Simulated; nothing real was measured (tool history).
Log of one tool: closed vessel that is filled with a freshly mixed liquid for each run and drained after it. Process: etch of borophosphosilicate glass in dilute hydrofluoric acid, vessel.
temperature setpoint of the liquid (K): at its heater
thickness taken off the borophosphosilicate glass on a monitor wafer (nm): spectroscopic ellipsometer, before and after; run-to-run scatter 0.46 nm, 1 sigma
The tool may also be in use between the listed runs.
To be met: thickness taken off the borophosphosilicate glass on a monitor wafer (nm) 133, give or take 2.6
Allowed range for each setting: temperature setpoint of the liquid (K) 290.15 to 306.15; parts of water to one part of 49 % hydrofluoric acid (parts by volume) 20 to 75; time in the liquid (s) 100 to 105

| run | day | temperature setpoint of the liquid (K) | parts of water to one part of 49 % hydrofluoric acid (parts by volume) | time in the liquid (s) | thickness taken off the borophosphosilicate glass on a monitor wafer (nm) |
|---|---|---|---|---|---|
| 1 | 0 | 298.15 | 45 | 100 | 114.08 |
| 2 | 0.079 | 299.15 | 45 | 100 | 119.36 |
| 3 | 0.383 | 299.15 | 45 | 105 | 124.72 |
| 4 | 0.5 | 299.15 | 35 | 105 | 162.62 |
|  | 0.738 | thermometer replaced |
| 5 | 0.738 | 299.15 | 35 | 100 | 145.51 |
| 6 | 1.1 | 302.15 | 35 | 100 | 165.93 |
| 7 | 1.396 | 301.15 | 35 | 100 | 158.75 |
| 8 | 1.671 | 300.15 | 35 | 100 | 151.32 |
| 9 | 1.929 | 299.65 | 35 | 100 | 149.32 |
| 10 | 2.075 | 299.15 | 35 | 100 | 146.4 |
| 11 | 2.329 | 298.65 | 35 | 100 | 143.39 |
| 12 | 2.608 | 298.15 | 35 | 100 | 140.61 |

Of the 4 settings listed for the next run, only one would bring every result within its allowed miss of target. Which one?
| A | 2.888 | 303.15 | 45 | 105 | ? |
| B | 2.888 | 297.65 | 35 | 100 | ? |
| C | 2.888 | 290.65 | 30 | 105 | ? |
| D | 2.888 | 299.15 | 40 | 105 | ? |

| move | thickness taken off the borophosphosilicate glass on a monitor wafer (nm) |
|---|---|
| A | 138.31 |
| B | 137.56 |
| C | 125.75 |
| D | 133.51 |
A: closes in on the targets versus the last run, not all within tolerance yet
B: closes in on the targets versus the last run, not all within tolerance yet
C: moves the result that the last run missed by most past its target, out the other side
D: all results in spec
The right move is D.
